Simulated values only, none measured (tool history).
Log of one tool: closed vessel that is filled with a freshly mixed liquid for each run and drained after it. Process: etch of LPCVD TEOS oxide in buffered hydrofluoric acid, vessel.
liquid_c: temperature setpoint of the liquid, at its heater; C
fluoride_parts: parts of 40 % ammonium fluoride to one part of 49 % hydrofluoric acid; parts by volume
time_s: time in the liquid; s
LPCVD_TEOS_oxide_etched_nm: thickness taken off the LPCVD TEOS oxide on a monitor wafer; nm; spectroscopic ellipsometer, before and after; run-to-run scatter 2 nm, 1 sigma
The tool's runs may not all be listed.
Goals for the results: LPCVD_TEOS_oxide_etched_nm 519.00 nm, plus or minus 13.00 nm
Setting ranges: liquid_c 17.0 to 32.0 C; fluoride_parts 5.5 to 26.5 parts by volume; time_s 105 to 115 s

| run | hour | liquid_c | fluoride_parts | time_s | LPCVD_TEOS_oxide_etched_nm |
|---|---|---|---|---|---|
| 1 | 0.0 | 24.0 | 16.0 | 105 | 285.82 |
| 2 | 2.6 | 25.5 | 15.5 | 105 | 321.00 |
| 3 | 10.3 | 22.0 | 15.5 | 105 | 266.50 |
| 4 | 12.4 | 22.0 | 15.5 | 115 | 291.49 |
| 5 | 17.4 | 23.5 | 15.5 | 115 | 317.03 |
| 6 | 21.4 | 23.5 | 15.5 | 115 | 317.90 |
| 7 | 24.8 | 23.5 | 15.5 | 115 | 316.48 |
| 8 | 33.5 | 25.0 | 15.5 | 115 | 342.64 |
| 9 | 35.3 | 25.0 | 15.5 | 115 | 343.93 |
| 10 | 38.5 | 26.0 | 15.5 | 115 | 362.81 |
| 11 | 39.9 | 27.0 | 15.5 | 115 | 381.44 |
| 12 | 42.8 | 28.0 | 15.5 | 115 | 402.71 |
| 13 | 50.3 | 28.5 | 15.5 | 115 | 413.15 |

5 candidate next runs follow, results not yet known. Just one meets every target within its allowed miss. Identify it.
| A | 57.8 | 29.5 | 18.5 | 110 | ? |
| B | 57.8 | 28.5 | 14.0 | 115 | ? |
| C | 57.8 | 27.5 | 11.0 | 115 | ? |
| D | 57.8 | 28.0 | 12.0 | 115 | ? |
| E | 57.8 | 30.5 | 13.0 | 115 | ? |

| move | LPCVD_TEOS_oxide_etched_nm |
|---|---|
| A | 350.75 |
| B | 457.21 |
| C | 548.72 |
| D | 517.68 |
| E | 546.24 |
A: misses by more than the last run did
B: better than the last run, though not everything is in spec
C: pushes the last run's worst result past its target
D: meets every target
E: pushes the last run's worst result past its target
Correct choice: D, which meets every target

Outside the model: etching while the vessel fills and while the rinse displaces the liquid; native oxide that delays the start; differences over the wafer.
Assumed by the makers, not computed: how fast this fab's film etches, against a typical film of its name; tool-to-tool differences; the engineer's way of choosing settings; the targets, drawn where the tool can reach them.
